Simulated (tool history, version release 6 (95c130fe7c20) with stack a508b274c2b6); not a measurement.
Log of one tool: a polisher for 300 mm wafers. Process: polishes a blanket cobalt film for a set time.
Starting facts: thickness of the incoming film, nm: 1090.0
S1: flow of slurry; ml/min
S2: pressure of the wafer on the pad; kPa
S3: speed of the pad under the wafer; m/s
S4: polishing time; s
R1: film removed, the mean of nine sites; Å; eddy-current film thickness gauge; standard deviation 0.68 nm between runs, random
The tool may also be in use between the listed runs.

run  hour   S1    S2    S3  S4      R1
  1     0  130  15.9  0.84  47    2369
  2   1.2  120  13.1  0.76  47  1793.8
  3   2.5  145  13.1  0.76  47  1814.6
  4     3  145    11   0.7  47  1423.9
  5   9.6  125    11   0.7  47  1383.6
  6  13.2  125  13.1   0.7  47  1654.1
  7  19.6   95     9  0.68  47  1067.9
  8    23   90     9  0.68  47  1075.3
  9  30.5   85   6.9  0.68  47  821.58
 10  35.2  100   6.9  0.68  47  843.77

For run 11, what comes out?
 11  43.2  105  6.9  0.68  47   ?

Run 11 measured R1 844.65 Å.

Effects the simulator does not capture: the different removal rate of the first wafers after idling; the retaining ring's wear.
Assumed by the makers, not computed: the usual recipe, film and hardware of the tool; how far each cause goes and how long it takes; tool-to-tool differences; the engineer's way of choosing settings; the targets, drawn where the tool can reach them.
